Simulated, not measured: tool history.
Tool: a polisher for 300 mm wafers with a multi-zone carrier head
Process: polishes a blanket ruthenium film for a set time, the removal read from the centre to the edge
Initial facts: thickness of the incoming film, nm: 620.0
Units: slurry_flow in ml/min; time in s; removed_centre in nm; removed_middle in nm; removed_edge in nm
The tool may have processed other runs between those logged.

Run 1, hour 0.0: slurry_flow 255 ml/min, centre_zone 1.00, middle_zone 1.00, edge_zone 1.00, time 78 s. Result: removed_centre 51.864 nm, removed_middle 53.345 nm, removed_edge 53.373 nm.
Run 2, hour 8.8: slurry_flow 320 ml/min, centre_zone 1.00, middle_zone 1.00, edge_zone 1.00, time 78 s. Result: removed_centre 54.314 nm, removed_middle 54.492 nm, removed_edge 54.881 nm.
Run 3, hour 10.4: slurry_flow 320 ml/min, centre_zone 1.00, middle_zone 1.00, edge_zone 1.05, time 78 s. Result: removed_centre 53.723 nm, removed_middle 54.533 nm, removed_edge 55.103 nm.
Run 4, hour 13.0: slurry_flow 320 ml/min, centre_zone 1.00, middle_zone 1.00, edge_zone 1.09, time 78 s. Result: removed_centre 54.138 nm, removed_middle 54.757 nm, removed_edge 57.574 nm.
Run 5, hour 16.0: slurry_flow 320 ml/min, centre_zone 1.01, middle_zone 1.00, edge_zone 1.10, time 80 s. Result: removed_centre 54.684 nm, removed_middle 56.178 nm, removed_edge 59.893 nm.
Run 6, hour 23.6: slurry_flow 320 ml/min, centre_zone 0.93, middle_zone 1.00, edge_zone 1.10, time 80 s. Result: removed_centre 50.745 nm, removed_middle 56.300 nm, removed_edge 58.355 nm.

Run 7 is up next; what results do you expect?
Run 7, hour 26.4: slurry_flow 325 ml/min, centre_zone 0.96, middle_zone 1.00, edge_zone 1.11, time 81 s. Result: removed_centre ?, removed_middle ?, removed_edge ?.

removed_centre: 53.764 nm
removed_middle: 57.548 nm
removed_edge: 60.269 nm
